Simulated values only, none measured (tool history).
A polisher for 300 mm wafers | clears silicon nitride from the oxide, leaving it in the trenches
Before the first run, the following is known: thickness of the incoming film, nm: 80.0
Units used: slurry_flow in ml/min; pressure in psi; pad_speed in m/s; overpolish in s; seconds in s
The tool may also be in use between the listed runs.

| run | hour | slurry_flow | pressure | pad_speed | overpolish | seconds |
|---|---|---|---|---|---|---|
| 1 | 0 | 175 | 2.4 | 1.1 | 18 | 87.653 |
| 2 | 8 | 175 | 2 | 1.1 | 18 | 103.1 |
| 3 | 14.4 | 175 | 2 | 1.32 | 18 | 84.39 |
| 4 | 23.3 | 175 | 1.8 | 1.22 | 18 | 102.7 |
| 5 | 27.4 | 215 | 1.8 | 1.22 | 18 | 102.47 |
| 6 | 34.7 | 215 | 1.8 | 1.22 | 18 | 100.35 |
|  | 37 | slurry nozzle cleaned |
| 7 | 37 | 215 | 1.7 | 1.14 | 18 | 111.12 |

Estimate the outcome of run 8 from the log above:
| 8 | 41.2 | 215 | 1.6 | 1.06 | 18 | ? |

seconds: 120.09 s

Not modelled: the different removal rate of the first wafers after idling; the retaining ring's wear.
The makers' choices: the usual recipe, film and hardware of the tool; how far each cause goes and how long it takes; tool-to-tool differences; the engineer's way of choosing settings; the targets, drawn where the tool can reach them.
